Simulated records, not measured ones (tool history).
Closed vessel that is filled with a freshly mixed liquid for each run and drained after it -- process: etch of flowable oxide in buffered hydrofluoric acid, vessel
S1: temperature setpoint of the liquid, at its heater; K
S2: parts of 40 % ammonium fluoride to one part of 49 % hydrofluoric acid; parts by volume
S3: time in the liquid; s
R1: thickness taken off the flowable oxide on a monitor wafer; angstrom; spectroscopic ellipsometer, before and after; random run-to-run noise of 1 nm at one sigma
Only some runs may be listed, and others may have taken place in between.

{"run": 1, "hour": 0.0, "S1": 295.15, "S2": 12.0, "S3": 35, "R1": 868.1}
{"run": 2, "hour": 1.9, "S1": 293.65, "S2": 12.0, "S3": 35, "R1": 810.16}
{"run": 3, "hour": 3.4, "S1": 296.15, "S2": 11.5, "S3": 35, "R1": 973.59}
{"run": 4, "hour": 5.5, "S1": 298.15, "S2": 11.5, "S3": 35, "R1": 1072.6}
{"run": 5, "hour": 11.1, "S1": 299.65, "S2": 11.0, "S3": 35, "R1": 1213.0}
{"run": 6, "hour": 18.8, "S1": 299.65, "S2": 9.5, "S3": 35, "R1": 1365.8}

What does the tool deliver on the next run?
{"run": 7, "hour": 19.7, "S1": 300.15, "S2": 9.5, "S3": 35, "R1": "?"}

Run 7 gave R1 1422.20 angstrom.
